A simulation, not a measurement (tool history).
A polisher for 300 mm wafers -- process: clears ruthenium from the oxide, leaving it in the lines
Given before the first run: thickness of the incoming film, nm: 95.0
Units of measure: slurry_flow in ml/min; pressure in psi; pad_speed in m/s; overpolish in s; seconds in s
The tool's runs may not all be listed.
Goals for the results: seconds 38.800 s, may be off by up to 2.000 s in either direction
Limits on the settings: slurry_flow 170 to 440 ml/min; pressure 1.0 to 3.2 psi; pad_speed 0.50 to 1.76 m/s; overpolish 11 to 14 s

run	day	slurry_flow	pressure	pad_speed	overpolish	seconds
1	0.000	280	2.1	1.12	14	78.182
2	0.071	280	2.4	1.18	14	62.442
3	0.192	280	2.4	1.18	11	64.679
4	0.471	280	2.8	1.18	11	54.717
5	0.771	280	2.9	1.24	11	50.024
# day 1.129: worn pad replaced by a new one
6	1.129	280	3.0	1.28	11	45.356
7	1.238	280	3.0	1.28	11	43.869
8	1.462	280	3.1	1.28	11	44.555
9	1.579	280	3.1	1.32	11	42.543
10	1.725	280	3.1	1.34	11	41.799
11	2.046	280	3.1	1.36	11	41.351

Exercise: of the 4 proposed moves below, exactly one satisfies all targets within the stated allowed misses. Which move is it?
A	2.367	315	3.0	1.44	14	?
B	2.367	190	3.0	1.74	14	?
C	2.367	290	2.9	1.42	14	?
D	2.367	235	3.2	1.64	11	?

move	seconds
A	39.993
B	34.927
C	42.199
D	33.946
A: hits every target within its allowed miss
B: the result that was furthest off in the last run now lies on the other side of its target
C: lands further from the targets than the last run did
D: the result that was furthest off in the last run now lies on the other side of its target
The move that meets every target is A.

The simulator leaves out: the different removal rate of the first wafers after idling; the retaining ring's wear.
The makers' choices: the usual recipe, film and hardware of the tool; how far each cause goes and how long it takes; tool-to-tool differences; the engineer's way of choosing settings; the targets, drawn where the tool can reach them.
